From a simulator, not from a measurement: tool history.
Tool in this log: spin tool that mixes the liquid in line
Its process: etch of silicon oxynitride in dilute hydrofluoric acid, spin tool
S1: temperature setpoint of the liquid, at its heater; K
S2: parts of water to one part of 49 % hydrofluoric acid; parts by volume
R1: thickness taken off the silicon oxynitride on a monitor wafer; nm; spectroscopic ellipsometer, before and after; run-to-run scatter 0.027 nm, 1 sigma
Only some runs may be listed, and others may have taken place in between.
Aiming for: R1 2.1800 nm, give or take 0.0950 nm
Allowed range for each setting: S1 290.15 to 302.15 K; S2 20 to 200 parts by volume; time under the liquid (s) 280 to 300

Run 1, hour 0.0: S1 294.15 K, S2 110 parts by volume, time under the liquid (s) 280. Result: R1 3.1486 nm.
Run 2, hour 1.7: S1 293.65 K, S2 115 parts by volume, time under the liquid (s) 280. Result: R1 2.9916 nm.
Run 3, hour 7.7: S1 293.15 K, S2 120 parts by volume, time under the liquid (s) 280. Result: R1 2.6791 nm.
Run 4, hour 14.9: S1 294.65 K, S2 120 parts by volume, time under the liquid (s) 280. Result: R1 2.9374 nm.
Run 5, hour 21.9: S1 294.15 K, S2 120 parts by volume, time under the liquid (s) 280. Result: R1 2.8882 nm.
Run 6, hour 28.2: S1 293.65 K, S2 120 parts by volume, time under the liquid (s) 280. Result: R1 2.8022 nm.
Run 7, hour 35.0: S1 293.15 K, S2 120 parts by volume, time under the liquid (s) 280. Result: R1 2.6316 nm.
Run 8, hour 37.1: S1 292.65 K, S2 120 parts by volume, time under the liquid (s) 280. Result: R1 2.6357 nm.
Run 9, hour 46.0: S1 292.15 K, S2 120 parts by volume, time under the liquid (s) 280. Result: R1 2.6134 nm.
Run 10, hour 52.2: S1 291.65 K, S2 120 parts by volume, time under the liquid (s) 280. Result: R1 2.5222 nm.
Run 11, hour 57.9: S1 290.65 K, S2 125 parts by volume, time under the liquid (s) 280. Result: R1 2.3033 nm.

Below are 5 possible settings for the next run. Only one of them brings all results inside the allowed miss of their targets. Which is it?
Run A, hour 63.6: S1 290.15 K, S2 125 parts by volume, time under the liquid (s) 300. Result: R1 ?.
Run B, hour 63.6: S1 295.65 K, S2 145 parts by volume, time under the liquid (s) 290. Result: R1 ?.
Run C, hour 63.6: S1 295.65 K, S2 145 parts by volume, time under the liquid (s) 280. Result: R1 ?.
Run D, hour 63.6: S1 290.15 K, S2 135 parts by volume, time under the liquid (s) 290. Result: R1 ?.
Run E, hour 63.6: S1 290.15 K, S2 145 parts by volume, time under the liquid (s) 285. Result: R1 ?.

move      R1
   A  2.3525
   B  2.5192
   C  2.4324
   D  2.0924
   E  1.9026
A: further off than the last run
B: further off than the last run
C: further off than the last run
D: meets every target
E: takes the biggest miss from the last run beyond its target
Move D is the one to make.
